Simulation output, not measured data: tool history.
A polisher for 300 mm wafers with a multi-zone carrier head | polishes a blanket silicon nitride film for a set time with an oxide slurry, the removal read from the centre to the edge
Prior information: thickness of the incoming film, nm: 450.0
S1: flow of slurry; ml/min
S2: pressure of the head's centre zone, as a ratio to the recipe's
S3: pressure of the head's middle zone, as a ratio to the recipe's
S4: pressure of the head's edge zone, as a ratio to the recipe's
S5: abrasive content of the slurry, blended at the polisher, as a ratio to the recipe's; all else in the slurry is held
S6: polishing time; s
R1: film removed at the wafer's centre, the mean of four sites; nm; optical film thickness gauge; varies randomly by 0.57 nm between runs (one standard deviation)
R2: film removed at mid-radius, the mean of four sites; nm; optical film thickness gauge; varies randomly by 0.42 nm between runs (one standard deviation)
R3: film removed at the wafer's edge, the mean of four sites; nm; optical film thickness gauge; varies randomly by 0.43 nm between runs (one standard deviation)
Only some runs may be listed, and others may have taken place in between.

run,hour,S1,S2,S3,S4,S5,S6,R1,R2,R3
1,0,155,1,1,1,1,79,54.605,51.442,51.825
2,6.9,145,0.94,1.02,1.02,1,79,51.207,51.316,51.002
3,9.8,145,0.94,1.02,1.02,1,96,62.33,62.906,62.104
4,16.7,130,0.9,1.04,1.07,0.9,96,56.269,59.549,60.918
# hour 23.2: centre zone pressure recalibrated
5,23.2,130,0.9,1.04,1.07,1,96,52.82,62.522,62.802
6,29.2,120,0.87,1.05,1.06,0.95,94,49.031,59.856,59.021
7,29.8,115,0.85,1.03,1.03,0.9,94,46.761,57.041,57.31

The next listed run, before its measurement:
8,37.2,110,0.84,1.02,1,0.85,94,?,?,?

R1: 44.531 nm
R2: 54.686 nm
R3: 55.354 nm

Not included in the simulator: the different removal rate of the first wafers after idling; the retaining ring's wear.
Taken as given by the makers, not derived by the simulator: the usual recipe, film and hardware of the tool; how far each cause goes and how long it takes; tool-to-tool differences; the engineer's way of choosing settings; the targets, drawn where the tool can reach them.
